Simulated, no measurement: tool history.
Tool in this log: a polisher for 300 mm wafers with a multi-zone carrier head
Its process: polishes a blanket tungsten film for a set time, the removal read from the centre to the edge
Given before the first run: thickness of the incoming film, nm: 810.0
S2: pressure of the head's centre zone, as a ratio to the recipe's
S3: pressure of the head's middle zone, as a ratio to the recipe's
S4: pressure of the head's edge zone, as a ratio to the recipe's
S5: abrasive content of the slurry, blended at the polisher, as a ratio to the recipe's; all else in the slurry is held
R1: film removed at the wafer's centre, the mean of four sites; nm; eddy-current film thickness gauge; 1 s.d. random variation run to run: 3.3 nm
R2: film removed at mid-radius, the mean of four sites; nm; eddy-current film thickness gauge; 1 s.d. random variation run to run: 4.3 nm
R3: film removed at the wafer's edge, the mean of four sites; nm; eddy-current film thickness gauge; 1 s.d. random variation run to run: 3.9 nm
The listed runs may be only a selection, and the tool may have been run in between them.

{"run": 1, "hour": 0.0, "flow of slurry (ml/min)": 170, "S2": 1.0, "S3": 1.0, "S4": 1.0, "S5": 1.0, "polishing time (s)": 65, "R1": 325.67, "R2": 319.17, "R3": 314.57}
{"run": 2, "hour": 0.6, "flow of slurry (ml/min)": 170, "S2": 1.07, "S3": 1.0, "S4": 1.0, "S5": 1.0, "polishing time (s)": 65, "R1": 347.32, "R2": 328.32, "R3": 320.79}
{"run": 3, "hour": 7.4, "flow of slurry (ml/min)": 170, "S2": 1.07, "S3": 1.0, "S4": 1.0, "S5": 1.2, "polishing time (s)": 65, "R1": 369.23, "R2": 335.33, "R3": 331.94}
{"run": 4, "hour": 10.4, "flow of slurry (ml/min)": 155, "S2": 1.01, "S3": 1.02, "S4": 1.04, "S5": 1.25, "polishing time (s)": 67, "R1": 358.01, "R2": 357.54, "R3": 342.24}
{"run": 5, "hour": 18.7, "flow of slurry (ml/min)": 140, "S2": 0.96, "S3": 1.0, "S4": 1.08, "S5": 1.25, "polishing time (s)": 69, "R1": 332.63, "R2": 346.54, "R3": 365.38}
{"run": 6, "hour": 20.2, "flow of slurry (ml/min)": 140, "S2": 0.96, "S3": 1.0, "S4": 1.08, "S5": 1.15, "polishing time (s)": 69, "R1": 330.92, "R2": 345.42, "R3": 355.13}
{"run": 7, "hour": 25.8, "flow of slurry (ml/min)": 135, "S2": 0.94, "S3": 1.01, "S4": 1.1, "S5": 1.2, "polishing time (s)": 69, "R1": 323.8, "R2": 338.98, "R3": 359.55}

What will run 8 give?
{"run": 8, "hour": 34.3, "flow of slurry (ml/min)": 150, "S2": 0.84, "S3": 1.11, "S4": 1.16, "S5": 1.35, "polishing time (s)": 71, "R1": "?", "R2": "?", "R3": "?"}

R1: 311.43 nm
R2: 405.83 nm
R3: 398.90 nm

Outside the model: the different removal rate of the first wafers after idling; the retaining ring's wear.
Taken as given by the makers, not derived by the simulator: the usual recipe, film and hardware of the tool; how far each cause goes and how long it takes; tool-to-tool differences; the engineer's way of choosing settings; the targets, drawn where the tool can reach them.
